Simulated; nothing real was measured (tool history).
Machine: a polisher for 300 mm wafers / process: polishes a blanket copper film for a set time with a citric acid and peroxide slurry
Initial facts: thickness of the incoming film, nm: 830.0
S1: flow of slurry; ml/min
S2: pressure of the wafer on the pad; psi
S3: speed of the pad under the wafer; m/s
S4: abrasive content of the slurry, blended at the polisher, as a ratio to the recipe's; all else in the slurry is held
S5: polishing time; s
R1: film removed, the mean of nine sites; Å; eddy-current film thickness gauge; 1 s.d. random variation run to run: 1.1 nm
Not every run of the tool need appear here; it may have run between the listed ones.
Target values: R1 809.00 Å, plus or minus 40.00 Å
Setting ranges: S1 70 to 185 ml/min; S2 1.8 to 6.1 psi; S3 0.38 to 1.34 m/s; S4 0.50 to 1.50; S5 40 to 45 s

| run | hour | S1 | S2 | S3 | S4 | S5 | R1 |
|---|---|---|---|---|---|---|---|
| 1 | 0.0 | 120 | 3.9 | 0.86 | 1.00 | 45 | 1146.40 |
| 2 | 5.7 | 120 | 4.9 | 0.86 | 1.00 | 45 | 1413.40 |
| 3 | 13.8 | 120 | 4.9 | 0.64 | 1.00 | 45 | 1060.20 |
| 4 | 19.4 | 120 | 4.8 | 0.64 | 1.00 | 45 | 1023.20 |
| 5 | 22.7 | 120 | 4.8 | 0.64 | 1.00 | 45 | 1027.10 |
| 6 | 30.3 | 120 | 5.3 | 0.64 | 1.00 | 45 | 1147.30 |
| 7 | 35.6 | 120 | 5.1 | 0.64 | 1.00 | 45 | 1112.60 |
| 8 | 37.3 | 120 | 5.0 | 0.64 | 1.00 | 45 | 1060.50 |
| 9 | 43.6 | 120 | 4.9 | 0.64 | 1.00 | 45 | 1063.40 |
| 10 | 44.6 | 120 | 4.8 | 0.64 | 1.00 | 45 | 1002.00 |
| 11 | 51.9 | 120 | 4.7 | 0.64 | 1.00 | 45 | 1009.00 |
| 12 | 57.0 | 120 | 4.6 | 0.64 | 1.00 | 45 | 985.74 |
| 13 | 64.1 | 120 | 4.5 | 0.64 | 1.00 | 45 | 983.27 |
| 14 | 71.1 | 120 | 4.4 | 0.64 | 1.00 | 45 | 947.64 |
| 15 | 79.5 | 120 | 4.4 | 0.64 | 1.00 | 45 | 949.45 |

5 candidate next runs follow, results not yet known. Just one meets every target within its allowed miss. Identify it.
| A | 87.9 | 140 | 3.0 | 0.90 | 0.95 | 45 | ? |
| B | 87.9 | 110 | 5.3 | 0.54 | 0.90 | 44 | ? |
| C | 87.9 | 155 | 5.3 | 0.50 | 0.80 | 41 | ? |
| D | 87.9 | 100 | 3.4 | 0.78 | 1.25 | 45 | ? |
| E | 87.9 | 125 | 4.2 | 0.62 | 1.00 | 45 | ? |

| move | R1 |
|---|---|
| A | 932.96 |
| B | 904.86 |
| C | 822.92 |
| D | 896.29 |
| E | 889.31 |
A: better than the last run, though not everything is in spec
B: better than the last run, though not everything is in spec
C: all results land within tolerance of their targets
D: better than the last run, though not everything is in spec
E: better than the last run, though not everything is in spec
C meets every target.
